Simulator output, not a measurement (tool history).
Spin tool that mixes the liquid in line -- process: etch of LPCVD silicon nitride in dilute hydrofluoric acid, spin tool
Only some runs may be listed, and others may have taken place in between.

run,hour,temperature setpoint of the liquid (K),parts of water to one part of 49 % hydrofluoric acid (parts by volume),time under the liquid (s),thickness taken off the LPCVD silicon nitride on a monitor wafer (nm)
1,0,297.15,115,320,1.4411
2,7.6,296.65,120,320,1.32
3,11.2,296.65,90,320,1.9482
4,14.9,296.65,90,320,1.8461
5,15.8,296.65,110,320,1.4993
6,19.6,294.15,110,320,1.2313
7,28.2,293.65,110,320,1.2724

What does the tool deliver on the next run?
8,33.7,293.65,115,320,?

{"run 8": {"thickness taken off the LPCVD silicon nitride on a monitor wafer (nm)": 1.2112}}
